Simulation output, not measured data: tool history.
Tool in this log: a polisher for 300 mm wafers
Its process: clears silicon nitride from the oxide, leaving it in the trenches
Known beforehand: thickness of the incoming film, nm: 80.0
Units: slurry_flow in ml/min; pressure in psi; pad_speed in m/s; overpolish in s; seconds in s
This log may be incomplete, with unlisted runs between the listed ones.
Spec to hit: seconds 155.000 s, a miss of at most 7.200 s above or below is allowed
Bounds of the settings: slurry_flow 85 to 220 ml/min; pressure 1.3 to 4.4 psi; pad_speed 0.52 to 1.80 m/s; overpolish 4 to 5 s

Run 1, hour 0.0: slurry_flow 140 ml/min, pressure 2.8 psi, pad_speed 1.16 m/s, overpolish 5 s. Result: seconds 74.422 s.
Run 2, hour 5.7: slurry_flow 140 ml/min, pressure 2.6 psi, pad_speed 1.14 m/s, overpolish 5 s. Result: seconds 80.528 s.
Run 3, hour 9.3: slurry_flow 170 ml/min, pressure 2.6 psi, pad_speed 1.14 m/s, overpolish 5 s. Result: seconds 77.814 s.
Run 4, hour 13.0: slurry_flow 195 ml/min, pressure 2.6 psi, pad_speed 1.14 m/s, overpolish 5 s. Result: seconds 76.368 s.
Run 5, hour 15.1: slurry_flow 195 ml/min, pressure 2.5 psi, pad_speed 1.10 m/s, overpolish 5 s. Result: seconds 80.905 s.
Run 6, hour 16.6: slurry_flow 195 ml/min, pressure 2.4 psi, pad_speed 1.08 m/s, overpolish 5 s. Result: seconds 88.172 s.
Run 7, hour 23.5: slurry_flow 195 ml/min, pressure 2.3 psi, pad_speed 1.06 m/s, overpolish 5 s. Result: seconds 93.634 s.
Run 8, hour 28.7: slurry_flow 195 ml/min, pressure 2.2 psi, pad_speed 1.06 m/s, overpolish 5 s. Result: seconds 95.833 s.
Run 9, hour 33.2: slurry_flow 195 ml/min, pressure 2.1 psi, pad_speed 1.04 m/s, overpolish 5 s. Result: seconds 102.450 s.
Run 10, hour 39.8: slurry_flow 195 ml/min, pressure 2.0 psi, pad_speed 1.04 m/s, overpolish 5 s. Result: seconds 109.470 s.
Run 11, hour 46.3: slurry_flow 195 ml/min, pressure 1.9 psi, pad_speed 1.04 m/s, overpolish 5 s. Result: seconds 113.540 s.
Run 12, hour 48.4: slurry_flow 195 ml/min, pressure 1.8 psi, pad_speed 1.04 m/s, overpolish 5 s. Result: seconds 119.910 s.
Run 13, hour 49.7: slurry_flow 195 ml/min, pressure 1.7 psi, pad_speed 1.04 m/s, overpolish 5 s. Result: seconds 127.300 s.

Which of these 5 next moves meets every target?
Run A, hour 51.0: slurry_flow 205 ml/min, pressure 2.0 psi, pad_speed 1.26 m/s, overpolish 4 s. Result: seconds ?.
Run B, hour 51.0: slurry_flow 210 ml/min, pressure 2.1 psi, pad_speed 0.96 m/s, overpolish 5 s. Result: seconds ?.
Run C, hour 51.0: slurry_flow 195 ml/min, pressure 1.3 psi, pad_speed 0.94 m/s, overpolish 4 s. Result: seconds ?.
Run D, hour 51.0: slurry_flow 185 ml/min, pressure 2.1 psi, pad_speed 1.12 m/s, overpolish 5 s. Result: seconds ?.
Run E, hour 51.0: slurry_flow 200 ml/min, pressure 1.4 psi, pad_speed 1.04 m/s, overpolish 5 s. Result: seconds ?.

move  seconds
   A   88.777
   B  109.890
   C  178.620
   D   96.360
   E  150.590
A: further off than the last run
B: further off than the last run
C: moves the result that the last run missed by most past its target, out the other side
D: further off than the last run
E: every result lands within tolerance
Go with E: it meets all targets.

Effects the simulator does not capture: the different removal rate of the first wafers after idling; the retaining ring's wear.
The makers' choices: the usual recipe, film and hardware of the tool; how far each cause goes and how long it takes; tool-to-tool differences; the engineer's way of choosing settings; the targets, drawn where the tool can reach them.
